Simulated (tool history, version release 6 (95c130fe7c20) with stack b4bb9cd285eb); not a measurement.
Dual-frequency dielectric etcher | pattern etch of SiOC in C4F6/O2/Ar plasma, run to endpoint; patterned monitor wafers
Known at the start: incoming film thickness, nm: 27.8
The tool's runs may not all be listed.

run  hour  bias power (W)  source power (W)  endpoint time (s)
  1     0             566               310             9.6261
  2   2.3             468               310             10.429
  3   3.4             552               310              9.774
  4   6.7             532               310             9.8673
  5  14.2             621               310             9.2589
  6  21.8             554               310             9.6971
  7  29.1             533               310             9.8766
  8  33.5             514               310             9.9642
  9  37.6             496               310             10.075
 10  43.2             480               310             10.288

The next listed run, before its measurement:
 11  50.1             467               310                  ?

endpoint time (s): 10.364
